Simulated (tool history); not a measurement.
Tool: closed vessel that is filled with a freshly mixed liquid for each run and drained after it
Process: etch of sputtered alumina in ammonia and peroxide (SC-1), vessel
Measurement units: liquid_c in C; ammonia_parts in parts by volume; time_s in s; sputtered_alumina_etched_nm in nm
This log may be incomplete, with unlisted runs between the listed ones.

Run 1, hour 0.0: liquid_c 51.0 C, ammonia_parts 0.4 parts by volume, time_s 95 s. Result: sputtered_alumina_etched_nm 4.1851 nm.
Run 2, hour 5.9: liquid_c 52.5 C, ammonia_parts 0.4 parts by volume, time_s 95 s. Result: sputtered_alumina_etched_nm 4.4760 nm.
Run 3, hour 11.6: liquid_c 52.5 C, ammonia_parts 0.4 parts by volume, time_s 95 s. Result: sputtered_alumina_etched_nm 4.4700 nm.
Run 4, hour 12.7: liquid_c 52.5 C, ammonia_parts 0.5 parts by volume, time_s 95 s. Result: sputtered_alumina_etched_nm 4.5814 nm.
Run 5, hour 19.2: liquid_c 53.5 C, ammonia_parts 0.5 parts by volume, time_s 95 s. Result: sputtered_alumina_etched_nm 4.8145 nm.
Run 6, hour 21.1: liquid_c 53.5 C, ammonia_parts 0.4 parts by volume, time_s 95 s. Result: sputtered_alumina_etched_nm 4.7139 nm.
Run 7, hour 21.9: liquid_c 54.5 C, ammonia_parts 0.4 parts by volume, time_s 95 s. Result: sputtered_alumina_etched_nm 4.9985 nm.
Run 8, hour 25.8: liquid_c 55.5 C, ammonia_parts 0.4 parts by volume, time_s 95 s. Result: sputtered_alumina_etched_nm 5.3207 nm.

What does the tool deliver on the next run?
Run 9, hour 28.0: liquid_c 56.0 C, ammonia_parts 0.4 parts by volume, time_s 95 s. Result: sputtered_alumina_etched_nm ?.

sputtered_alumina_etched_nm: 5.4386 nm
